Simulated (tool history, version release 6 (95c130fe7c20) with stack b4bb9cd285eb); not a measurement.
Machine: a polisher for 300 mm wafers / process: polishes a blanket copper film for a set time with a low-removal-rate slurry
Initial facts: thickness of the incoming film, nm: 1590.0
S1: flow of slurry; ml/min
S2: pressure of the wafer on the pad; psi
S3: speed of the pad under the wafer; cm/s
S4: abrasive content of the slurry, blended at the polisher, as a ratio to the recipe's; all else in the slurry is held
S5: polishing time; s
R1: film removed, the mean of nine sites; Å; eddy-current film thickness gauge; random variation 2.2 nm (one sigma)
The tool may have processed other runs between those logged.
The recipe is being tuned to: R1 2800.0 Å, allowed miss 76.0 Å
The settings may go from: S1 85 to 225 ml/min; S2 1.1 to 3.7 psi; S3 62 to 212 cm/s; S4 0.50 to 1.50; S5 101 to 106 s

| run | hour | S1 | S2 | S3 | S4 | S5 | R1 |
|---|---|---|---|---|---|---|---|
| 1 | 0.0 | 145 | 2.4 | 136 | 1.00 | 101 | 3270.3 |
| 2 | 3.4 | 140 | 2.3 | 136 | 1.00 | 101 | 3112.3 |
| 3 | 4.4 | 140 | 1.9 | 136 | 1.00 | 101 | 2583.4 |
| 4 | 9.1 | 140 | 1.3 | 136 | 1.00 | 101 | 1803.1 |
| 5 | 15.5 | 140 | 1.3 | 122 | 1.00 | 101 | 1617.9 |
| 6 | 20.8 | 125 | 1.3 | 122 | 1.00 | 101 | 1585.6 |
| 7 | 22.5 | 140 | 1.5 | 122 | 1.00 | 101 | 1881.4 |
| 8 | 27.0 | 160 | 1.6 | 122 | 1.00 | 101 | 1993.5 |
| 9 | 30.0 | 170 | 1.7 | 122 | 1.00 | 101 | 2152.9 |
| 10 | 38.4 | 180 | 1.8 | 122 | 1.00 | 101 | 2257.8 |
| 11 | 45.9 | 185 | 1.9 | 122 | 1.00 | 101 | 2415.9 |
| 12 | 48.1 | 190 | 2.0 | 122 | 1.00 | 101 | 2571.0 |
| 13 | 56.3 | 190 | 2.0 | 122 | 1.00 | 101 | 2562.8 |

Which one of the following 5 next-run settings gets every result inside its allowed miss? There is exactly one.
| A | 64.5 | 195 | 2.0 | 120 | 1.05 | 104 | ? |
| B | 64.5 | 210 | 1.8 | 148 | 1.10 | 105 | ? |
| C | 64.5 | 205 | 1.9 | 136 | 1.15 | 101 | ? |
| D | 64.5 | 190 | 2.3 | 122 | 1.00 | 102 | ? |
| E | 64.5 | 190 | 1.7 | 124 | 1.00 | 102 | ? |

| move | R1 |
|---|---|
| A | 2575.3 |
| B | 2937.3 |
| C | 2765.4 |
| D | 2892.8 |
| E | 2196.0 |
A: gains on the last run, yet a result remains outside its allowed miss
B: carries the result that was furthest off beyond its target, to the other side
C: every result lands within tolerance
D: carries the result that was furthest off beyond its target, to the other side
E: its largest miss is bigger than the last run's
The right move is C.
